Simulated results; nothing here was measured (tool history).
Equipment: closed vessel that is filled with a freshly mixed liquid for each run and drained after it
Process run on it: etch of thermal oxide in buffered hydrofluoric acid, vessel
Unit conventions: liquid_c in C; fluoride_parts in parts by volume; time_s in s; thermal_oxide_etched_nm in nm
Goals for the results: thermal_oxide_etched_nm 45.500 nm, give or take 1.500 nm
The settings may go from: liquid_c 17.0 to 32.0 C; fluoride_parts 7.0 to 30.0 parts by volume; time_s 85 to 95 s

run 1 hour=0.0 | liquid_c=25.0 fluoride_parts=19.0 time_s=85 | thermal_oxide_etched_nm=59.481
run 2 hour=2.7 | liquid_c=25.0 fluoride_parts=19.0 time_s=85 | thermal_oxide_etched_nm=59.601
run 3 hour=8.4 | liquid_c=25.0 fluoride_parts=15.0 time_s=85 | thermal_oxide_etched_nm=75.108
run 4 hour=11.9 | liquid_c=25.0 fluoride_parts=15.0 time_s=95 | thermal_oxide_etched_nm=82.675
run 5 hour=17.0 | liquid_c=23.5 fluoride_parts=16.0 time_s=95 | thermal_oxide_etched_nm=71.953
run 6 hour=25.8 | liquid_c=25.5 fluoride_parts=16.0 time_s=95 | thermal_oxide_etched_nm=81.253
run 7 hour=27.5 | liquid_c=23.5 fluoride_parts=16.5 time_s=95 | thermal_oxide_etched_nm=70.393
run 8 hour=33.6 | liquid_c=22.0 fluoride_parts=16.5 time_s=95 | thermal_oxide_etched_nm=64.204
run 9 hour=38.4 | liquid_c=21.0 fluoride_parts=16.5 time_s=95 | thermal_oxide_etched_nm=61.271
run 10 hour=43.5 | liquid_c=20.0 fluoride_parts=17.0 time_s=95 | thermal_oxide_etched_nm=55.822
run 11 hour=51.5 | liquid_c=19.5 fluoride_parts=17.0 time_s=95 | thermal_oxide_etched_nm=54.551
run 12 hour=58.3 | liquid_c=19.0 fluoride_parts=17.0 time_s=95 | thermal_oxide_etched_nm=53.295
run 13 hour=62.9 | liquid_c=18.5 fluoride_parts=17.0 time_s=95 | thermal_oxide_etched_nm=52.015
run 14 hour=64.0 | liquid_c=18.0 fluoride_parts=17.0 time_s=95 | thermal_oxide_etched_nm=50.327
run 15 hour=70.3 | liquid_c=17.5 fluoride_parts=17.5 time_s=95 | thermal_oxide_etched_nm=47.445

Below are 4 possible settings for the next run. Only one of them brings all results inside the allowed miss of their targets. Which is it?
run A hour=76.6 | liquid_c=17.5 fluoride_parts=16.0 time_s=90 | thermal_oxide_etched_nm=?
run B hour=76.6 | liquid_c=17.0 fluoride_parts=14.0 time_s=85 | thermal_oxide_etched_nm=?
run C hour=76.6 | liquid_c=18.0 fluoride_parts=17.0 time_s=90 | thermal_oxide_etched_nm=?
run D hour=76.6 | liquid_c=17.0 fluoride_parts=18.0 time_s=95 | thermal_oxide_etched_nm=?

move=A thermal_oxide_etched_nm=48.766
move=B thermal_oxide_etched_nm=51.047
move=C thermal_oxide_etched_nm=47.262
move=D thermal_oxide_etched_nm=44.536
A: its largest miss is bigger than the last run's
B: its largest miss is bigger than the last run's
C: better than the last run, though not everything is in spec
D: all results land within tolerance of their targets
Go with D: it meets all targets.

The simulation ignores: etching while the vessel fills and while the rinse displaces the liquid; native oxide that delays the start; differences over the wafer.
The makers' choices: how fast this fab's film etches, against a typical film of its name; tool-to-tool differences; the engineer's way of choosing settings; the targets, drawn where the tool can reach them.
